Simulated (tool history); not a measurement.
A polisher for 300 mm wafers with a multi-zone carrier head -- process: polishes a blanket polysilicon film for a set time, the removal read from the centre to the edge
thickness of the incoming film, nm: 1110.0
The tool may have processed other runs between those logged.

| run | day | flow of slurry (ml/min) | pressure of the head's centre zone | pressure of the head's middle zone | pressure of the head's edge zone | polishing time (s) | film removed at the wafer's centre (nm) | film removed at mid-radius (nm) | film removed at the wafer's edge (nm) |
|---|---|---|---|---|---|---|---|---|---|
| 1 | 0 | 205 | 1 | 1 | 1 | 64 | 314.02 | 315.16 | 313.03 |
| 2 | 0.175 | 205 | 1.07 | 1 | 1 | 64 | 332.29 | 308.85 | 315.49 |
| 3 | 0.254 | 200 | 1.02 | 0.99 | 0.96 | 56 | 278.99 | 270.83 | 275.7 |
| 4 | 0.321 | 155 | 1.02 | 0.99 | 0.96 | 56 | 268.19 | 259.43 | 261.45 |
| 5 | 0.346 | 155 | 1.02 | 0.99 | 0.96 | 43 | 203.92 | 200.98 | 200.89 |
| 6 | 0.425 | 155 | 1.02 | 0.91 | 0.96 | 43 | 206.73 | 184.16 | 202.52 |

Run 7 is up next; what results do you expect?
| 7 | 0.458 | 150 | 1 | 0.94 | 0.94 | 42 | ? | ? | ? |

{"run 7": {"film removed at the wafer's centre (nm)": 193.8, "film removed at mid-radius (nm)": 184.57, "film removed at the wafer's edge (nm)": 193.32}}

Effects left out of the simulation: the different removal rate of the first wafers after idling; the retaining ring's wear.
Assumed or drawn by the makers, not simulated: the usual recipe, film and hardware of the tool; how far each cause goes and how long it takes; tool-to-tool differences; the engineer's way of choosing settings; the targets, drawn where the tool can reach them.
